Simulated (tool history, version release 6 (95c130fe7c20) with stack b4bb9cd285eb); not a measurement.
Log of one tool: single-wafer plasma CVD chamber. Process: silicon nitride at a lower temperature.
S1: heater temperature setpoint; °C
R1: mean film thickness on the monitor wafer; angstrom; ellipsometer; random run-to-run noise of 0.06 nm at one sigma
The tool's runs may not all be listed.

Run 1, hour 0.0: S1 355 °C, chamber pressure (Torr) 1.92, RF power (W) 330, deposition time (s) 23.7. Result: R1 333.40 angstrom.
Run 2, hour 1.1: S1 355 °C, chamber pressure (Torr) 1.92, RF power (W) 355, deposition time (s) 23.7. Result: R1 354.71 angstrom.
Run 3, hour 3.8: S1 365 °C, chamber pressure (Torr) 1.92, RF power (W) 355, deposition time (s) 23.7. Result: R1 353.15 angstrom.
Run 4, hour 7.7: S1 365 °C, chamber pressure (Torr) 1.92, RF power (W) 355, deposition time (s) 24.4. Result: R1 363.23 angstrom.
Run 5, hour 15.8: S1 366 °C, chamber pressure (Torr) 1.70, RF power (W) 315, deposition time (s) 24.2. Result: R1 313.87 angstrom.
Run 6, hour 16.9: S1 366 °C, chamber pressure (Torr) 1.70, RF power (W) 285, deposition time (s) 24.2. Result: R1 286.08 angstrom.
Run 7, hour 25.7: S1 366 °C, chamber pressure (Torr) 1.57, RF power (W) 275, deposition time (s) 24.2. Result: R1 269.35 angstrom.
Run 8, hour 28.1: S1 366 °C, chamber pressure (Torr) 1.46, RF power (W) 270, deposition time (s) 24.2. Result: R1 258.82 angstrom.
Run 9, hour 36.4: S1 366 °C, chamber pressure (Torr) 1.38, RF power (W) 270, deposition time (s) 24.2. Result: R1 253.21 angstrom.

What does the tool deliver on the next run?
Run 10, hour 45.1: S1 366 °C, chamber pressure (Torr) 1.32, RF power (W) 270, deposition time (s) 24.2. Result: R1 ?.

R1: 249.17 angstrom
